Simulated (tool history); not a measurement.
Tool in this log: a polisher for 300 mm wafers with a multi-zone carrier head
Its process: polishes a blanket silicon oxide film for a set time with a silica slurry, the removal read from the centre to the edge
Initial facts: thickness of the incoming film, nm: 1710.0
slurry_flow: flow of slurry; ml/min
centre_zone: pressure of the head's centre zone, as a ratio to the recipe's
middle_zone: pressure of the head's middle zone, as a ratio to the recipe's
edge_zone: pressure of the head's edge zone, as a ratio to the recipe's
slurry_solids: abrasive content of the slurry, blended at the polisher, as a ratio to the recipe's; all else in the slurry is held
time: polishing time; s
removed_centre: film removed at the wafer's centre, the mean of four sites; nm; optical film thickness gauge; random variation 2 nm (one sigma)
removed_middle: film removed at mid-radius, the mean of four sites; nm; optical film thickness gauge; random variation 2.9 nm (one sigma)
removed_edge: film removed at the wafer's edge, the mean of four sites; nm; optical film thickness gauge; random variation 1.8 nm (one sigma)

run  hour  slurry_flow  centre_zone  middle_zone  edge_zone  slurry_solids  time  removed_centre  removed_middle  removed_edge
  1     0          210            1            1          1              1    89           267.6          256.85        271.97
  2   7.1          235            1            1          1              1    89          274.89          264.48        271.35
  3  10.8          235            1         1.06          1              1    89          272.56          281.54        266.36
  4  12.8          195            1         1.06          1              1    89          268.35          273.32        267.58
  5  19.6          155            1         1.06          1              1    89          259.05          261.21        261.21
  6  26.8          185            1         1.06          1              1    89           266.2          275.59        266.74
  7  30.9          185            1         1.05       0.98              1    89          266.22          266.48        262.28
  8  39.1          180         0.99         1.05       0.96              1    89          262.11          268.26        256.23
  9  43.7          175         0.98         1.04       0.95              1    89          257.67          262.66        259.03
 10  47.6          175         0.98         1.04       0.95              1    89          260.33          264.97        260.25
 11  49.3          175         0.98         1.04       0.94              1    89          260.01          266.07        254.57
 12  56.9          170         0.98         1.04       0.93              1    89          257.26          259.37        255.91

Estimate the outcome of run 13 from the log above:
 13  57.6          170         0.98         1.04       0.92              1    89               ?               ?             ?

Logged for run 13: removed_centre 256.05 nm, removed_middle 266.9 nm, removed_edge 249.97 nm.

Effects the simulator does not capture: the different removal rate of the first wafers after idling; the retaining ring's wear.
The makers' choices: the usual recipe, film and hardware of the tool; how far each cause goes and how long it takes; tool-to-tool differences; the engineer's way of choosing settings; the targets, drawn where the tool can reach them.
